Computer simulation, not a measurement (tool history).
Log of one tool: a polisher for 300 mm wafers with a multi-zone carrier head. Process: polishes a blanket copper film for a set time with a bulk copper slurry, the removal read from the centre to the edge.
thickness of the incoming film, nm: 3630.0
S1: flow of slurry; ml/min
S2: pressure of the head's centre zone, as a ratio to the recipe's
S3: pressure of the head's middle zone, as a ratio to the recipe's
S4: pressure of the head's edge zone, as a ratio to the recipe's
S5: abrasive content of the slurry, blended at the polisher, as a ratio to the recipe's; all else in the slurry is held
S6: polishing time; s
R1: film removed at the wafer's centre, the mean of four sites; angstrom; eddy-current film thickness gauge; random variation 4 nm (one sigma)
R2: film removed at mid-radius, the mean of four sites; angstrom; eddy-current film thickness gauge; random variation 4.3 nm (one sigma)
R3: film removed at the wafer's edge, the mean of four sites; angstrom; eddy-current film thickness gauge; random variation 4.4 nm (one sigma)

run  hour   S1    S2    S3    S4    S5  S6      R1      R2      R3
  1   0.0  255  1.00  1.00  1.00  1.00  37  3715.2  3263.4  3379.5
  2   4.0  255  1.00  1.00  1.00  1.00  34  3389.5  2986.1  3167.2
  3  11.5  260  0.98  1.00  1.04  1.10  34  3375.9  3058.0  3291.7
  4  14.1  260  0.98  1.00  0.98  1.10  34  3454.2  3068.9  3284.0
  5  17.3  260  0.98  1.04  0.98  1.10  34  3432.3  3165.6  3273.5
  6  25.6  260  0.92  1.04  0.98  1.10  34  3184.5  3118.4  3232.5
  7  26.1  265  0.92  1.03  1.01  1.20  35  3297.2  3405.4  3499.9
  8  34.9  270  0.93  1.00  1.03  1.25  35  3508.8  3292.6  3487.8

Forecast run 9:
  9  38.0  260  0.91  0.98  1.06  1.30  36   ?   ?   ?

R1: 3537.0 angstrom
R2: 3360.4 angstrom
R3: 3756.9 angstrom
